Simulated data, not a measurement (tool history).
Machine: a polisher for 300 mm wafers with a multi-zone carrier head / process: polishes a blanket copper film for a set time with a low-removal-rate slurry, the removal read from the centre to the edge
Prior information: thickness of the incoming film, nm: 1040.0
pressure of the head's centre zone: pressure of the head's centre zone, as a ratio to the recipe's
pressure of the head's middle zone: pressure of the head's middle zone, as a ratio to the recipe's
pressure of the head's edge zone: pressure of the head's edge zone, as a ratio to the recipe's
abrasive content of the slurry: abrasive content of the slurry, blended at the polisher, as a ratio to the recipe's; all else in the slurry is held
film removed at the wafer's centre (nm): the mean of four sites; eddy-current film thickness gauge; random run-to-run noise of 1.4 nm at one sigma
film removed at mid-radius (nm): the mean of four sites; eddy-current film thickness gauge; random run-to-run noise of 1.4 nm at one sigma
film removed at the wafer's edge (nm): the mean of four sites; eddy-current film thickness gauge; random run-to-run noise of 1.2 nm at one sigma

run,hour,flow of slurry (ml/min),pressure of the head's centre zone,pressure of the head's middle zone,pressure of the head's edge zone,abrasive content of the slurry,polishing time (s),film removed at the wafer's centre (nm),film removed at mid-radius (nm),film removed at the wafer's edge (nm)
1,0.0,120,1.00,1.00,1.00,1.00,48,176.99,172.71,175.19
2,5.3,120,1.00,1.00,1.00,0.90,48,172.15,166.26,169.97
3,12.2,135,1.00,1.00,1.00,0.90,48,178.28,172.49,176.75
4,18.0,130,1.00,1.00,0.98,0.85,47,171.60,164.79,165.86
5,18.6,130,1.04,1.00,0.98,0.85,47,172.48,160.06,166.15
6,20.0,125,1.03,1.00,0.97,0.80,46,164.83,155.40,158.45
7,28.4,120,1.02,1.00,0.96,0.75,45,152.25,145.78,153.54
8,30.9,120,1.03,1.02,0.94,0.75,44,151.81,146.60,145.27
9,35.6,115,1.03,1.02,0.93,0.70,44,150.96,143.49,139.47
10,42.6,110,1.02,1.02,0.92,0.70,44,146.57,140.82,138.38
11,50.6,105,1.01,1.02,0.91,0.70,44,143.78,140.39,136.24
12,57.0,100,1.00,1.02,0.90,0.70,44,140.23,137.28,136.17
13,58.0,100,1.00,1.03,0.89,0.70,44,138.34,137.68,133.82
14,59.5,100,1.00,1.03,0.88,0.70,44,139.22,137.04,133.89
15,60.7,90,0.99,1.07,0.81,0.50,39,107.37,110.06,101.46
16,64.8,95,0.99,1.07,0.82,0.50,39,110.60,110.48,102.75
17,68.8,100,0.99,1.07,0.83,0.50,39,113.64,115.89,103.69
18,71.8,100,0.99,1.07,0.83,0.50,39,111.71,115.63,105.46
19,74.3,110,0.99,1.06,0.86,0.50,39,115.59,117.84,106.38

What will run 20 give?
20,82.4,105,0.97,1.05,0.92,0.70,40,?,?,?

Run 20 produced film removed at the wafer's centre (nm) 124.89, film removed at mid-radius (nm) 130.74, film removed at the wafer's edge (nm) 123.66.
